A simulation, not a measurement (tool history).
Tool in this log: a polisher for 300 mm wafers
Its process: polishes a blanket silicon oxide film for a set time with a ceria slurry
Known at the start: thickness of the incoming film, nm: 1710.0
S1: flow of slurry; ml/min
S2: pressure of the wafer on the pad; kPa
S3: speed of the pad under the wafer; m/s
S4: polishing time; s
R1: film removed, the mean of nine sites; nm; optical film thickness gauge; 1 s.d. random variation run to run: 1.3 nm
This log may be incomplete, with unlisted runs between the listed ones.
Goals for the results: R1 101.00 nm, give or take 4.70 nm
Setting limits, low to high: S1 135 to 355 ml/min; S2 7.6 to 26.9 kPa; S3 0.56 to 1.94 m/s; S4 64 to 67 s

run	hour	S1	S2	S3	S4	R1
1	0.0	225	17.2	1.24	64	240.42
2	1.4	225	15.2	1.16	64	203.92
3	6.0	225	13.8	1.08	64	175.18
4	7.8	225	12.4	1.02	64	151.75
5	8.6	225	15.2	1.02	64	178.83
6	16.4	225	15.2	1.02	64	187.28
7	22.4	225	13.8	0.98	64	159.77
8	29.1	225	12.4	0.96	64	144.99
9	36.7	225	11.0	0.94	64	126.62
10	43.3	225	10.3	0.94	64	120.13
11	49.2	225	9.7	0.94	64	116.42

Next run, 5 choices. One meets every target within its allowed miss, the rest don't. Which?
A	55.1	250	11.7	0.72	67	?
B	55.1	180	10.3	0.92	64	?
C	55.1	210	9.0	0.86	67	?
D	55.1	275	9.0	1.00	64	?
E	55.1	225	9.7	0.88	65	?

move	R1
A	115.34
B	114.18
C	100.92
D	111.08
E	107.44
A: nearer than the last run, and not there yet
B: nearer than the last run, and not there yet
C: in spec on every target
D: nearer than the last run, and not there yet
E: nearer than the last run, and not there yet
C is the move that brings every result within its allowed miss.

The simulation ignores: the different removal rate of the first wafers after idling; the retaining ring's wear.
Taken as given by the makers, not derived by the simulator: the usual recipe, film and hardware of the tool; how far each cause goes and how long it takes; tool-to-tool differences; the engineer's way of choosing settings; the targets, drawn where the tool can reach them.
